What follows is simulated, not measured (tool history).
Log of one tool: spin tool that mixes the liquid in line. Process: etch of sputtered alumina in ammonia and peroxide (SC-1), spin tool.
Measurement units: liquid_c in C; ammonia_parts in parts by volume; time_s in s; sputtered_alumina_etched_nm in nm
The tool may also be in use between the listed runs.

run  hour  liquid_c  ammonia_parts  time_s  sputtered_alumina_etched_nm
  1     0        49            0.6      45                       2.3129
  2   4.5        49            0.6      25                       1.2879
  3   9.9        51            0.6      25                       1.4346
  4  13.5      44.5            0.6      25                      0.99463
  5  19.4      46.5            0.6      25                       1.1176
  6  28.4        49            0.6      25                       1.2814
  7  32.7        51            0.6      25                       1.4378
  8  36.7        59           0.65      25                       2.2007
  9  42.8        60           0.65      25                       2.3351
 10  48.3      60.5           0.65      25                       2.4095
 11  50.8        61           0.65      25                       2.4378
 12  59.8        65            0.7      30                       3.6479
 13  62.1        65            0.7      30                       3.6109

Expected results for the next run?
 14  70.1      64.5            0.7      30                            ?

For run 14 the tool returned sputtered_alumina_etched_nm 3.544 nm.
